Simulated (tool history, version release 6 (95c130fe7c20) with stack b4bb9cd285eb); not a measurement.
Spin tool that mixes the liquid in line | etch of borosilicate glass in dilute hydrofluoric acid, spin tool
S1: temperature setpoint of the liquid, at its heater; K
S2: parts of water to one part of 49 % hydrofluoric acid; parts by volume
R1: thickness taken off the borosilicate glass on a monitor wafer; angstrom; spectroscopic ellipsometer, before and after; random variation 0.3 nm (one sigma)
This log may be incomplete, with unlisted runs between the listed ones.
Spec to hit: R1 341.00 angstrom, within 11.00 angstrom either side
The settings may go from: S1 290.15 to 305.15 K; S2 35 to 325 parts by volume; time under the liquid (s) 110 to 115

run 1 day=0.000 | S1=297.15 S2=180 time_under_the_liquid_(s)=110 | R1=181.45
run 2 day=0.050 | S1=297.15 S2=245 time_under_the_liquid_(s)=110 | R1=126.53
run 3 day=0.342 | S1=297.65 S2=230 time_under_the_liquid_(s)=110 | R1=137.21
run 4 day=0.608 | S1=298.15 S2=215 time_under_the_liquid_(s)=110 | R1=152.79
run 5 day=0.658 | S1=298.15 S2=185 time_under_the_liquid_(s)=110 | R1=184.27
run 6 day=0.829 | S1=295.65 S2=185 time_under_the_liquid_(s)=110 | R1=167.42
run 7 day=1.088 | S1=296.65 S2=180 time_under_the_liquid_(s)=110 | R1=176.33
run 8 day=1.192 | S1=297.65 S2=175 time_under_the_liquid_(s)=110 | R1=193.78
run 9 day=1.288 | S1=298.15 S2=170 time_under_the_liquid_(s)=110 | R1=202.83
run 10 day=1.521 | S1=298.65 S2=165 time_under_the_liquid_(s)=110 | R1=215.28
run 11 day=1.838 | S1=299.15 S2=160 time_under_the_liquid_(s)=110 | R1=227.66

Which one of the following 4 next-run settings gets every result inside its allowed miss? There is exactly one.
run A day=2.154 | S1=302.15 S2=100 time_under_the_liquid_(s)=110 | R1=?
run B day=2.154 | S1=303.15 S2=120 time_under_the_liquid_(s)=110 | R1=?
run C day=2.154 | S1=297.15 S2=100 time_under_the_liquid_(s)=115 | R1=?
run D day=2.154 | S1=297.65 S2=110 time_under_the_liquid_(s)=115 | R1=?

move=A R1=444.99
move=B R1=374.49
move=C R1=383.32
move=D R1=351.07
A: takes the result that was furthest off past its target
B: takes the result that was furthest off past its target
C: takes the result that was furthest off past its target
D: all results in spec
The move that meets every target is D.
